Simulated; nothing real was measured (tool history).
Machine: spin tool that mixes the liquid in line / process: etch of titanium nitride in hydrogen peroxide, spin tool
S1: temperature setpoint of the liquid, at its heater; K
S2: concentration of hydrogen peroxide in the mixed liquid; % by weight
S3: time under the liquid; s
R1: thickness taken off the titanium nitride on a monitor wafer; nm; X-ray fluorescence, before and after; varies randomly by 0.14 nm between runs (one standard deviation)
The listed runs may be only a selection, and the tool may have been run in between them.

{"run": 1, "day": 0.0, "S1": 321.15, "S2": 25.5, "S3": 275, "R1": 10.491}
{"run": 2, "day": 0.308, "S1": 321.15, "S2": 22, "S3": 275, "R1": 10.289}
{"run": 3, "day": 0.542, "S1": 321.15, "S2": 22, "S3": 275, "R1": 10.214}
{"run": 4, "day": 0.821, "S1": 321.15, "S2": 25, "S3": 275, "R1": 10.624}
{"run": 5, "day": 1.054, "S1": 321.15, "S2": 25, "S3": 295, "R1": 11.353}
{"run": 6, "day": 1.308, "S1": 326.15, "S2": 25, "S3": 295, "R1": 16.093}

Run 7 comes next. What will it give?
{"run": 7, "day": 1.388, "S1": 327.65, "S2": 25, "S3": 295, "R1": "?"}

Run 7 came out at R1 18.143 nm.
